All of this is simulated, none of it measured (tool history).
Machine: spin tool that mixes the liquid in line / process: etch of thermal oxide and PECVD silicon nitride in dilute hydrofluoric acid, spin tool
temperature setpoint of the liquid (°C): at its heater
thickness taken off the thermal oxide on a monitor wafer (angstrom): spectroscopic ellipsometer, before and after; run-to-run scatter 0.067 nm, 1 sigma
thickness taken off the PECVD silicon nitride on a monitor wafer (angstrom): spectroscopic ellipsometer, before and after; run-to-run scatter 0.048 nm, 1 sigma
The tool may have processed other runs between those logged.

run  hour  temperature setpoint of the liquid (°C)  parts of water to one part of 49 % hydrofluoric acid (parts by volume)  time under the liquid (s)  thickness taken off the thermal oxide on a monitor wafer (angstrom)  thickness taken off the PECVD silicon nitride on a monitor wafer (angstrom)
  1     0                                       24                                                                      75                        180                                                               118.14                                                                       79.445
  2   6.6                                       24                                                                      95                        180                                                               91.426                                                                       64.365
  3  14.9                                       24                                                                      80                        180                                                               109.38                                                                       76.541
  4  17.6                                       24                                                                      50                        180                                                               183.63                                                                       118.24
  5  18.4                                       24                                                                      60                        180                                                               152.48                                                                       101.32
  6  23.3                                     23.5                                                                      70                        185                                                               125.93                                                                       85.941
  7  27.5                                       22                                                                      70                        190                                                               122.64                                                                       79.812
  8  32.1                                     21.5                                                                      80                        195                                                               107.56                                                                       69.982
  9  38.3                                     21.5                                                                      85                        200                                                               102.12                                                                        67.26
 10  44.9                                     21.5                                                                      90                        205                                                               99.572                                                                       66.676

The next listed run, before its measurement:
 11  48.5                                     20.5                                                                     115                        220                                                                    ?                                                                            ?

Run 11 came out at thickness taken off the thermal oxide on a monitor wafer (angstrom) 78.672, thickness taken off the PECVD silicon nitride on a monitor wafer (angstrom) 50.757.
